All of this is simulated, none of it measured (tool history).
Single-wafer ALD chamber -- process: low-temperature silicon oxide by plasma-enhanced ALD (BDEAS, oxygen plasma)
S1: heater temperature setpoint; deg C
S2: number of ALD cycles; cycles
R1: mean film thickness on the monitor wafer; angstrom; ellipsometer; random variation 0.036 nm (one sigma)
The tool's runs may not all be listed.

Run 1, hour 0: S1 95 deg C, S2 48 cycles. Result: R1 73.194 angstrom.
Run 2, hour 2.7: S1 95 deg C, S2 53 cycles. Result: R1 80.877 angstrom.
Run 3, hour 7.3: S1 94 deg C, S2 53 cycles. Result: R1 81.248 angstrom.
Run 4, hour 11.3: S1 93 deg C, S2 53 cycles. Result: R1 82.822 angstrom.
Run 5, hour 18.8: S1 97 deg C, S2 53 cycles. Result: R1 80.501 angstrom.
Run 6, hour 22.9: S1 97 deg C, S2 58 cycles. Result: R1 88.269 angstrom.
Run 7, hour 24.4: S1 98 deg C, S2 58 cycles. Result: R1 87.834 angstrom.
Run 8, hour 29.7: S1 99 deg C, S2 58 cycles. Result: R1 87.927 angstrom.

What does the tool deliver on the next run?
Run 9, hour 33.2: S1 100 deg C, S2 58 cycles. Result: R1 ?.

R1: 87.303 angstrom

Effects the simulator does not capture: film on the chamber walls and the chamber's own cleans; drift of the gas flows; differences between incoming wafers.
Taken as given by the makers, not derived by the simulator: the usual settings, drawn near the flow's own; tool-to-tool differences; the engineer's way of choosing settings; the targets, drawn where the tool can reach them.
